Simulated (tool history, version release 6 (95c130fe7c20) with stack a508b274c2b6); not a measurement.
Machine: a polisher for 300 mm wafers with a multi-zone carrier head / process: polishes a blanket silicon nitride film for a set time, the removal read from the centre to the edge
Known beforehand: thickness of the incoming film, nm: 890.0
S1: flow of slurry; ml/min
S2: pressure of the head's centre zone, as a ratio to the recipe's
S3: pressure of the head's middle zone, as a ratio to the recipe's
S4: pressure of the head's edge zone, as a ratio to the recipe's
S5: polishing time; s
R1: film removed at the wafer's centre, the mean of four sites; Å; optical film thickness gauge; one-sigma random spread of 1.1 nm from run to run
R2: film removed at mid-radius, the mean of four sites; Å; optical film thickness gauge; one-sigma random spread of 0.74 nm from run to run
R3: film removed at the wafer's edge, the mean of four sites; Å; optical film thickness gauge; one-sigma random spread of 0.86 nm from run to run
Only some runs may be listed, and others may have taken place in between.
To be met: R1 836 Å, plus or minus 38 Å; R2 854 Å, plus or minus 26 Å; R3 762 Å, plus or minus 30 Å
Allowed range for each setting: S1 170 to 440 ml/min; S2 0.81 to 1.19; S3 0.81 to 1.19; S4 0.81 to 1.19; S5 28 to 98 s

{"run": 1, "hour": 0.0, "S1": 280, "S2": 1, "S3": 1, "S4": 1, "S5": 63, "R1": 1128.8, "R2": 1171.9, "R3": 1172.2}
{"run": 2, "hour": 5.8, "S1": 285, "S2": 1.01, "S3": 1.01, "S4": 0.96, "S5": 57, "R1": 1037.3, "R2": 1085.2, "R3": 1065}
{"run": 3, "hour": 11.9, "S1": 285, "S2": 1.03, "S3": 1.03, "S4": 0.93, "S5": 52, "R1": 957.29, "R2": 1014.4, "R3": 949.18}
{"run": 4, "hour": 16.9, "S1": 285, "S2": 1.07, "S3": 1.03, "S4": 0.93, "S5": 52, "R1": 1032.7, "R2": 999.82, "R3": 932.69}
{"run": 5, "hour": 23.5, "S1": 285, "S2": 1.1, "S3": 1.03, "S4": 0.93, "S5": 52, "R1": 1066.8, "R2": 980.33, "R3": 962.73}
{"run": 6, "hour": 28.4, "S1": 280, "S2": 1.09, "S3": 1.03, "S4": 0.9, "S5": 49, "R1": 959.73, "R2": 941.21, "R3": 860.47}
{"run": 7, "hour": 35.0, "S1": 265, "S2": 1.09, "S3": 1.01, "S4": 0.89, "S5": 49, "R1": 972.19, "R2": 895.23, "R3": 878.25}
{"run": 8, "hour": 40.4, "S1": 305, "S2": 1.05, "S3": 1.06, "S4": 0.87, "S5": 40, "R1": 782.84, "R2": 787.02, "R3": 709.63}
{"run": 9, "hour": 43.5, "S1": 300, "S2": 1.08, "S3": 1.12, "S4": 0.95, "S5": 43, "R1": 846.14, "R2": 897.16, "R3": 773.62}
{"run": 10, "hour": 44.4, "S1": 300, "S2": 1.08, "S3": 1.11, "S4": 0.94, "S5": 43, "R1": 847.72, "R2": 876.57, "R3": 799.15}
{"run": 11, "hour": 46.1, "S1": 290, "S2": 1.11, "S3": 1.13, "S4": 0.93, "S5": 40, "R1": 793.08, "R2": 841.27, "R3": 724.31}

Exercise: of the 5 proposed moves below, exactly one satisfies all targets within the stated allowed misses. Which move is it?
{"run": "A", "hour": 47.8, "S1": 265, "S2": 1.03, "S3": 1.15, "S4": 0.98, "S5": 41, "R1": "?", "R2": "?", "R3": "?"}
{"run": "B", "hour": 47.8, "S1": 335, "S2": 1.13, "S3": 1.07, "S4": 0.81, "S5": 39, "R1": "?", "R2": "?", "R3": "?"}
{"run": "C", "hour": 47.8, "S1": 195, "S2": 1.02, "S3": 1.14, "S4": 0.98, "S5": 43, "R1": "?", "R2": "?", "R3": "?"}
{"run": "D", "hour": 47.8, "S1": 260, "S2": 1.1, "S3": 1.12, "S4": 0.93, "S5": 42, "R1": "?", "R2": "?", "R3": "?"}
{"run": "E", "hour": 47.8, "S1": 410, "S2": 1.12, "S3": 1.16, "S4": 0.86, "S5": 37, "R1": "?", "R2": "?", "R3": "?"}

move=A R1=757.49 R2=852.36 R3=762.57
move=B R1=820.27 R2=787.51 R3=682.17
move=C R1=736.09 R2=836.63 R3=766.59
move=D R1=826.05 R2=850.64 R3=760.66
move=E R1=791.16 R2=818.81 R3=675.08
A: the worst result of the last run now meets its target, but another is out of spec
B: misses by more than the last run did
C: the worst result of the last run now meets its target, but another is out of spec
D: in spec on every target
E: misses by more than the last run did
Correct choice: D, which meets every target
